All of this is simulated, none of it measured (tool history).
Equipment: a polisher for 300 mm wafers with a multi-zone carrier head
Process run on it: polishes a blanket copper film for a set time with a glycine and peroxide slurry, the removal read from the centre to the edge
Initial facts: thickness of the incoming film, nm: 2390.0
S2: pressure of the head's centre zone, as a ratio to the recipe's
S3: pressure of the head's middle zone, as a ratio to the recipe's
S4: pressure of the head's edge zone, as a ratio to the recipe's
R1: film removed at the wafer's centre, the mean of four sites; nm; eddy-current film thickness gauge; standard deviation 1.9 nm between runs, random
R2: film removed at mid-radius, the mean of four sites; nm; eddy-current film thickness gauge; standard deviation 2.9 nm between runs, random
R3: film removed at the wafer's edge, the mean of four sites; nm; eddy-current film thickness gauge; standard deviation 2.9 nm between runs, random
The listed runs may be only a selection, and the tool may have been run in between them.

{"run": 1, "hour": 0.0, "flow of slurry (ml/min)": 155, "S2": 1.0, "S3": 1.0, "S4": 1.0, "polishing time (s)": 34, "R1": 279.8, "R2": 239.85, "R3": 239.83}
{"run": 2, "hour": 0.9, "flow of slurry (ml/min)": 155, "S2": 1.0, "S3": 1.0, "S4": 1.0, "polishing time (s)": 31, "R1": 248.83, "R2": 221.25, "R3": 228.18}
{"run": 3, "hour": 3.0, "flow of slurry (ml/min)": 155, "S2": 1.0, "S3": 0.96, "S4": 1.0, "polishing time (s)": 31, "R1": 251.48, "R2": 214.62, "R3": 221.76}
{"run": 4, "hour": 7.2, "flow of slurry (ml/min)": 165, "S2": 0.96, "S3": 1.02, "S4": 0.99, "polishing time (s)": 31, "R1": 242.56, "R2": 229.89, "R3": 224.16}
{"run": 5, "hour": 14.2, "flow of slurry (ml/min)": 175, "S2": 0.93, "S3": 1.06, "S4": 1.02, "polishing time (s)": 31, "R1": 238.33, "R2": 238.8, "R3": 227.02}
{"run": 6, "hour": 17.3, "flow of slurry (ml/min)": 175, "S2": 0.93, "S3": 1.06, "S4": 1.02, "polishing time (s)": 38, "R1": 290.67, "R2": 292.49, "R3": 286.9}
{"run": 7, "hour": 17.8, "flow of slurry (ml/min)": 165, "S2": 0.9, "S3": 1.07, "S4": 0.99, "polishing time (s)": 38, "R1": 286.7, "R2": 286.53, "R3": 278.65}
{"run": 8, "hour": 24.3, "flow of slurry (ml/min)": 165, "S2": 0.88, "S3": 1.1, "S4": 1.0, "polishing time (s)": 37, "R1": 270.98, "R2": 283.69, "R3": 265.6}
{"run": 9, "hour": 27.5, "flow of slurry (ml/min)": 165, "S2": 0.86, "S3": 1.12, "S4": 1.03, "polishing time (s)": 36, "R1": 254.25, "R2": 285.95, "R3": 268.01}
{"run": 10, "hour": 34.6, "flow of slurry (ml/min)": 160, "S2": 0.85, "S3": 1.13, "S4": 1.03, "polishing time (s)": 36, "R1": 250.24, "R2": 287.84, "R3": 263.89}
{"run": 11, "hour": 41.3, "flow of slurry (ml/min)": 150, "S2": 0.84, "S3": 1.14, "S4": 1.03, "polishing time (s)": 36, "R1": 240.02, "R2": 281.68, "R3": 259.48}
{"hour": 43.1, "done": "centre zone pressure recalibrated"}
{"run": 12, "hour": 43.1, "flow of slurry (ml/min)": 145, "S2": 0.84, "S3": 1.15, "S4": 1.03, "polishing time (s)": 36, "R1": 212.42, "R2": 285.97, "R3": 256.29}

Run 13 comes next. What will it give?
{"run": 13, "hour": 51.1, "flow of slurry (ml/min)": 150, "S2": 0.84, "S3": 1.15, "S4": 1.02, "polishing time (s)": 36, "R1": "?", "R2": "?", "R3": "?"}

R1: 218.38 nm
R2: 287.69 nm
R3: 260.39 nm

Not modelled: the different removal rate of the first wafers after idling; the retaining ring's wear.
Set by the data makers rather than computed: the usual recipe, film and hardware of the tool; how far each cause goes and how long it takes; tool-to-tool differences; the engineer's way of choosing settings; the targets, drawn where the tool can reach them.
